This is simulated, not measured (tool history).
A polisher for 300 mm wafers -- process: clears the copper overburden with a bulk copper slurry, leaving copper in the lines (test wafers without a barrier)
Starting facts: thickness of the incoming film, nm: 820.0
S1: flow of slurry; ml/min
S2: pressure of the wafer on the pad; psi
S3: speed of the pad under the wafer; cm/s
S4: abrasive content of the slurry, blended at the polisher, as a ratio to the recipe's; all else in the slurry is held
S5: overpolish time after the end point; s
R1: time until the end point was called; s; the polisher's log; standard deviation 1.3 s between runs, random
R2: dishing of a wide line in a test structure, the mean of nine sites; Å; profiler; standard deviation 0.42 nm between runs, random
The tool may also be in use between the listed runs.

run  hour   S1   S2   S3   S4  S5       R1      R2
  1   0.0  230  2.5  104  1.0  11   95.363  276.73
  2   6.0  230  2.5   82  1.0  11  121.210  253.63
  3   7.0  285  2.5   82  1.0  11  116.150  258.28
  4  15.1  285  2.5   82  1.0  13  117.340  270.07
  5  16.1  285  2.5   82  1.1  13  116.030  277.72
  6  24.4  285  2.9   82  1.1  13   99.699  287.89
  7  30.8  280  2.8   82  1.1  13  104.050  286.04

What will run 8 give?
  8  36.2  275  2.7  82  1.1  13   ?   ?

{"run 8": {"R1": 107.15, "R2": 276.69}}

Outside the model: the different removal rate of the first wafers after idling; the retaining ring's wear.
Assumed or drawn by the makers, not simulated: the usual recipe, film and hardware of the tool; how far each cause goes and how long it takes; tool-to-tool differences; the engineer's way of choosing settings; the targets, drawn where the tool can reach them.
